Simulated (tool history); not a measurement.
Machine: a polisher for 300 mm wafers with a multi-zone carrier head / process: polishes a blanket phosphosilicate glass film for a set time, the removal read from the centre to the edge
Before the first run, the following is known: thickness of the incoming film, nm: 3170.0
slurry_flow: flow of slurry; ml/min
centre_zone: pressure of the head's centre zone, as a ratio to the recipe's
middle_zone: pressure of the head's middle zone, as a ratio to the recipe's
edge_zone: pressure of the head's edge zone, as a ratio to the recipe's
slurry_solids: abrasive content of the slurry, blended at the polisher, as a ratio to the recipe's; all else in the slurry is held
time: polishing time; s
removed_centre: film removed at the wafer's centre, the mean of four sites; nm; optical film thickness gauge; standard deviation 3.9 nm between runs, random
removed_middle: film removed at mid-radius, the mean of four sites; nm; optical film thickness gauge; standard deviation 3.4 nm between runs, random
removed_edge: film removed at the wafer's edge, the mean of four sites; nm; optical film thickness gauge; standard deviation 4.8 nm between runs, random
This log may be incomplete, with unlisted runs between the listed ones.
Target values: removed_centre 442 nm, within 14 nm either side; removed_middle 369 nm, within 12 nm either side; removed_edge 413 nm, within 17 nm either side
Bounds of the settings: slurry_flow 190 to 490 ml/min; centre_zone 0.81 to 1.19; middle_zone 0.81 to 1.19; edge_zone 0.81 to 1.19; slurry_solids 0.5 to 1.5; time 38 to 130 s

run  hour  slurry_flow  centre_zone  middle_zone  edge_zone  slurry_solids  time  removed_centre  removed_middle  removed_edge
  1     0          315            1            1          1              1    84          674.16          646.07        643.68
  2   0.8          315            1            1          1              1   100          804.12          775.74        772.37
  3   3.4          235            1            1          1              1   100          770.34          732.13        748.28
  4    12          225            1         0.95       0.97           0.85    92          635.96          593.31        606.87
     14.6  -- centre zone pressure recalibrated
  5  14.6          225            1         0.95       0.97           0.65    92          515.03          495.81        526.12
  6  22.3          225         1.05         0.95       0.97           0.65    92          537.97          496.44        517.16
  7  23.5          220         1.06         0.92       0.96            0.6    89          491.61          438.26        473.14
  8  30.4          220         1.06         0.89       0.94           0.55    89          467.86          403.87        436.55

Below are 4 possible settings for the next run. Only one of them brings all results inside the allowed miss of their targets. Which is it?
  A  37.3          260         1.08         0.92       0.82            0.7    79               ?               ?             ?
  B  37.3          195         1.09         0.99       0.83            0.5   104               ?               ?             ?
  C  37.3          270         1.15         0.83       0.91           0.65    79               ?               ?             ?
  D  37.3          270         1.09         0.88          1            0.7    67               ?               ?             ?

move  removed_centre  removed_middle  removed_edge
   A          509.62          442.12        436.27
   B             505          463.72         437.1
   C          519.29          388.29         437.4
   D          438.43          362.99        407.09
A: misses by more than the last run did
B: misses by more than the last run did
C: misses by more than the last run did
D: all results land within tolerance of their targets
Go with D: it meets all targets.

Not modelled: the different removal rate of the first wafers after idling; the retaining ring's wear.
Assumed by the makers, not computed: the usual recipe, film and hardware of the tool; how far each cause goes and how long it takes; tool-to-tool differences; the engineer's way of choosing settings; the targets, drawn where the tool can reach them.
